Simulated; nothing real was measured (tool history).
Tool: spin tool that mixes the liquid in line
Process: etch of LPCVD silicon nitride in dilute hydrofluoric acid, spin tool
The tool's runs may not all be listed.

| run | hour | temperature setpoint of the liquid (°C) | parts of water to one part of 49 % hydrofluoric acid (parts by volume) | time under the liquid (s) | thickness taken off the LPCVD silicon nitride on a monitor wafer (angstrom) |
|---|---|---|---|---|---|
| 1 | 0.0 | 25.0 | 70 | 275 | 18.153 |
| 2 | 3.1 | 27.0 | 60 | 275 | 24.108 |
| 3 | 5.1 | 27.0 | 70 | 275 | 20.914 |
| 4 | 7.9 | 28.5 | 60 | 275 | 25.974 |
| 5 | 14.7 | 29.5 | 50 | 275 | 34.471 |
| 6 | 21.7 | 26.5 | 50 | 275 | 27.862 |

Estimate the outcome of run 7 from the log above:
| 7 | 24.5 | 28.0 | 45 | 275 | ? |

Run 7 gave thickness taken off the LPCVD silicon nitride on a monitor wafer (angstrom) 34.656.
